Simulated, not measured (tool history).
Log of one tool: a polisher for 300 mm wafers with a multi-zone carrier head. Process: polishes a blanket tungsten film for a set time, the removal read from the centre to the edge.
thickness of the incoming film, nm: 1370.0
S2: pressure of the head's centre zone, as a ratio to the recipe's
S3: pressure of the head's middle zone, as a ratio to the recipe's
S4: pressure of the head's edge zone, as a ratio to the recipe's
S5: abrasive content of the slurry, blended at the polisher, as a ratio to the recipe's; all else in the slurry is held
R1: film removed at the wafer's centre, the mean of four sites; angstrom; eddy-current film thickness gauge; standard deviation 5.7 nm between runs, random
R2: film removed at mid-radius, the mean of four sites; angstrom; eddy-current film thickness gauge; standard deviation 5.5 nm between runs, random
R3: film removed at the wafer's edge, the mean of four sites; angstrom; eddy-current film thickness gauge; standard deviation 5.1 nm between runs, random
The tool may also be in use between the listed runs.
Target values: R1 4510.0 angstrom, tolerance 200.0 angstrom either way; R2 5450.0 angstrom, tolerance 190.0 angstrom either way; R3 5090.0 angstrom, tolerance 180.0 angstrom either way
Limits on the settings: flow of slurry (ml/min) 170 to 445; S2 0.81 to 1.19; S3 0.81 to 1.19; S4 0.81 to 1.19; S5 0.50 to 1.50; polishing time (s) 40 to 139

run 1 hour=0.0 | flow_of_slurry_(ml/min)=285 S2=1.00 S3=1.00 S4=1.00 S5=1.00 polishing_time_(s)=89 | R1=4408.4 R2=4465.3 R3=4382.4
run 2 hour=7.9 | flow_of_slurry_(ml/min)=290 S2=0.98 S3=1.04 S4=1.04 S5=1.10 polishing_time_(s)=89 | R1=4388.5 R2=4727.2 R3=4530.3
run 3 hour=9.0 | flow_of_slurry_(ml/min)=290 S2=0.91 S3=1.04 S4=1.04 S5=1.10 polishing_time_(s)=89 | R1=4212.2 R2=4781.1 R3=4501.2
run 4 hour=17.4 | flow_of_slurry_(ml/min)=290 S2=0.87 S3=1.04 S4=1.04 S5=1.10 polishing_time_(s)=89 | R1=3947.9 R2=4726.4 R3=4522.5
run 5 hour=22.6 | flow_of_slurry_(ml/min)=250 S2=0.87 S3=1.04 S4=1.04 S5=1.10 polishing_time_(s)=89 | R1=3907.9 R2=4710.6 R3=4434.5
run 6 hour=31.6 | flow_of_slurry_(ml/min)=265 S2=0.89 S3=1.06 S4=1.08 S5=1.20 polishing_time_(s)=89 | R1=4079.4 R2=4781.5 R3=4654.5
run 7 hour=32.2 | flow_of_slurry_(ml/min)=280 S2=0.90 S3=1.09 S4=1.09 S5=1.25 polishing_time_(s)=90 | R1=4276.2 R2=5144.9 R3=4800.0
run 8 hour=39.5 | flow_of_slurry_(ml/min)=290 S2=0.90 S3=1.10 S4=1.10 S5=1.30 polishing_time_(s)=90 | R1=4249.3 R2=5338.6 R3=4911.9
run 9 hour=43.4 | flow_of_slurry_(ml/min)=295 S2=0.91 S3=1.10 S4=1.11 S5=1.30 polishing_time_(s)=90 | R1=4474.0 R2=5278.0 R3=4862.8

Which single option among these 5 for the next run brings every result within its allowed miss of target? Just one does.
run A hour=47.3 | flow_of_slurry_(ml/min)=345 S2=0.98 S3=1.08 S4=1.12 S5=1.40 polishing_time_(s)=84 | R1=? R2=? R3=?
run B hour=47.3 | flow_of_slurry_(ml/min)=325 S2=0.98 S3=1.19 S4=1.08 S5=1.20 polishing_time_(s)=88 | R1=? R2=? R3=?
run C hour=47.3 | flow_of_slurry_(ml/min)=285 S2=0.93 S3=1.13 S4=1.19 S5=1.05 polishing_time_(s)=97 | R1=? R2=? R3=?
run D hour=47.3 | flow_of_slurry_(ml/min)=310 S2=0.86 S3=1.16 S4=1.15 S5=1.15 polishing_time_(s)=93 | R1=? R2=? R3=?
run E hour=47.3 | flow_of_slurry_(ml/min)=370 S2=1.10 S3=1.16 S4=1.07 S5=1.45 polishing_time_(s)=84 | R1=? R2=? R3=?

move=A R1=4453.4 R2=4996.1 R3=4782.1
move=B R1=4454.5 R2=5431.2 R3=4713.1
move=C R1=4426.1 R2=5451.4 R3=5163.8
move=D R1=4058.4 R2=5528.5 R3=5033.8
move=E R1=5086.5 R2=5391.6 R3=4757.9
A: misses by more than the last run did
B: misses by more than the last run did
C: all results land within tolerance of their targets
D: puts the biggest miss on target and leaves a different result outside tolerance
E: misses by more than the last run did
So the answer is move C, the one that meets all the targets.
